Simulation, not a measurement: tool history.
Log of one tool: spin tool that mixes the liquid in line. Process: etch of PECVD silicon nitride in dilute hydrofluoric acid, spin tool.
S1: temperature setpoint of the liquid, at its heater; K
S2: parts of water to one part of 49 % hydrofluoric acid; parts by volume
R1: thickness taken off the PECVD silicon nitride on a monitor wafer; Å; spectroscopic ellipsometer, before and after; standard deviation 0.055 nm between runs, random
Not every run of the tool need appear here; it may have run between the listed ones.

run 1 hour=0 | S1=294.15 S2=75 time_under_the_liquid_(s)=65 | R1=32.208
run 2 hour=8 | S1=294.15 S2=95 time_under_the_liquid_(s)=65 | R1=25.746
run 3 hour=9.4 | S1=295.15 S2=90 time_under_the_liquid_(s)=65 | R1=29.782
run 4 hour=14.1 | S1=295.15 S2=90 time_under_the_liquid_(s)=65 | R1=28.859
run 5 hour=20.9 | S1=295.65 S2=90 time_under_the_liquid_(s)=65 | R1=30.208
run 6 hour=22.4 | S1=296.15 S2=90 time_under_the_liquid_(s)=65 | R1=31.402
run 7 hour=24 | S1=296.65 S2=90 time_under_the_liquid_(s)=65 | R1=32.927
run 8 hour=32.3 | S1=297.15 S2=90 time_under_the_liquid_(s)=65 | R1=33.012
run 9 hour=40.3 | S1=297.65 S2=85 time_under_the_liquid_(s)=65 | R1=36.556
run 10 hour=48.6 | S1=298.15 S2=85 time_under_the_liquid_(s)=65 | R1=37.657

What does the tool deliver on the next run?
run 11 hour=56.6 | S1=298.15 S2=85 time_under_the_liquid_(s)=65 | R1=?

Run 11 gave R1 37.548 Å.
